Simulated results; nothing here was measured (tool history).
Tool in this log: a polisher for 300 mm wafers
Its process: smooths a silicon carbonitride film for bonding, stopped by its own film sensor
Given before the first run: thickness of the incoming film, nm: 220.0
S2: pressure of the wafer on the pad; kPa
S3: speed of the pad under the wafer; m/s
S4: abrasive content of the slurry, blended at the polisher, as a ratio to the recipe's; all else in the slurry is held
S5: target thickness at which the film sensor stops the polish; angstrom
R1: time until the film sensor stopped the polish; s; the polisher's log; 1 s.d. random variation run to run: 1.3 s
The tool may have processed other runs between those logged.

run 1 day=0 | flow_of_slurry_(ml/min)=145 S2=13.1 S3=0.78 S4=1 S5=1950 | R1=139.98
run 2 day=0.088 | flow_of_slurry_(ml/min)=145 S2=13.1 S3=0.78 S4=1.2 S5=1950 | R1=126.64
run 3 day=0.362 | flow_of_slurry_(ml/min)=115 S2=13.1 S3=0.78 S4=1.2 S5=1950 | R1=131.44
run 4 day=0.675 | flow_of_slurry_(ml/min)=115 S2=15.9 S3=0.78 S4=1.2 S5=1950 | R1=111.27
run 5 day=0.721 | flow_of_slurry_(ml/min)=115 S2=19.3 S3=0.78 S4=1.2 S5=1950 | R1=87.842
run 6 day=1.046 | flow_of_slurry_(ml/min)=115 S2=20.7 S3=0.78 S4=1.2 S5=1950 | R1=84.889

For run 7, what comes out?
run 7 day=1.154 | flow_of_slurry_(ml/min)=115 S2=19.3 S3=0.78 S4=1.2 S5=1950 | R1=?

Run 7 produced R1 90.268 s.
